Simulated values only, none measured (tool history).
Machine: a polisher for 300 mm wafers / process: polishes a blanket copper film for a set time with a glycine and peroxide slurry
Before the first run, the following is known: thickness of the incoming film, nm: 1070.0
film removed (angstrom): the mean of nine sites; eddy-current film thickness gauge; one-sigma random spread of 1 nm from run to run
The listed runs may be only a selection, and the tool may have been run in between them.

run    day  flow of slurry (ml/min)  pressure of the wafer on the pad (kPa)  speed of the pad under the wafer (cm/s)  polishing time (s)  film removed (angstrom)
  1  0.000                      135                                    11.0                                       98                  46                   1704.3
  2  0.362                      135                                    11.0                                       84                  46                   1535.8
  3  0.658                      135                                     9.7                                       80                  46                   1369.5
  4  0.938                      135                                     9.0                                       78                  46                   1282.3
  5  1.242                      135                                     9.0                                       78                  46                   1274.6
  6  1.575                      120                                     9.0                                       78                  46                   1285.5
  7  1.904                      120                                     8.3                                       74                  46                   1187.2

The next listed run, before its measurement:
  8  2.079                      120                                     7.6                                       72                  46                        ?

Run 8 gave film removed (angstrom) 1107.5.
